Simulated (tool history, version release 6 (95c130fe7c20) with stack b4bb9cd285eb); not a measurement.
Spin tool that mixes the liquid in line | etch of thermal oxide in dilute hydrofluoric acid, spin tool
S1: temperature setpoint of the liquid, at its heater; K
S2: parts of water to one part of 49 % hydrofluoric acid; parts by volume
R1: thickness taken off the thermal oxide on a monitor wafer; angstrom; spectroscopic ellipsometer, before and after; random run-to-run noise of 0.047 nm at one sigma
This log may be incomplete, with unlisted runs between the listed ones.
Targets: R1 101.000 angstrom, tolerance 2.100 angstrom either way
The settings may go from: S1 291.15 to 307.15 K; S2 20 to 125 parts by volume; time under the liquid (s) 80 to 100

{"run": 1, "hour": 0.0, "S1": 299.15, "S2": 70, "time under the liquid (s)": 100, "R1": 65.49}
{"run": 2, "hour": 5.5, "S1": 300.65, "S2": 70, "time under the liquid (s)": 100, "R1": 69.954}
{"run": 3, "hour": 13.4, "S1": 301.65, "S2": 70, "time under the liquid (s)": 100, "R1": 72.549}
{"run": 4, "hour": 15.8, "S1": 301.65, "S2": 85, "time under the liquid (s)": 100, "R1": 58.963}
{"run": 5, "hour": 17.0, "S1": 302.65, "S2": 80, "time under the liquid (s)": 100, "R1": 65.212}
{"run": 6, "hour": 23.0, "S1": 302.65, "S2": 65, "time under the liquid (s)": 100, "R1": 82.489}
{"run": 7, "hour": 28.6, "S1": 303.65, "S2": 65, "time under the liquid (s)": 100, "R1": 85.15}
{"hour": 36.5, "done": "thermometer replaced"}
{"run": 8, "hour": 36.5, "S1": 304.15, "S2": 65, "time under the liquid (s)": 100, "R1": 94.799}
{"run": 9, "hour": 44.0, "S1": 304.65, "S2": 65, "time under the liquid (s)": 100, "R1": 97.186}

Consider the 4 candidate settings below. Which is the only one whose results all fall within their allowed miss of target?
{"run": "A", "hour": 51.5, "S1": 307.15, "S2": 75, "time under the liquid (s)": 100, "R1": "?"}
{"run": "B", "hour": 51.5, "S1": 305.15, "S2": 55, "time under the liquid (s)": 85, "R1": "?"}
{"run": "C", "hour": 51.5, "S1": 303.65, "S2": 55, "time under the liquid (s)": 85, "R1": "?"}
{"run": "D", "hour": 51.5, "S1": 303.65, "S2": 60, "time under the liquid (s)": 95, "R1": "?"}

move=A R1=90.097
move=B R1=100.010
move=C R1=94.376
move=D R1=95.949
A: lands further from the targets than the last run did
B: all results in spec
C: lands further from the targets than the last run did
D: lands further from the targets than the last run did
Correct choice: B, which meets every target

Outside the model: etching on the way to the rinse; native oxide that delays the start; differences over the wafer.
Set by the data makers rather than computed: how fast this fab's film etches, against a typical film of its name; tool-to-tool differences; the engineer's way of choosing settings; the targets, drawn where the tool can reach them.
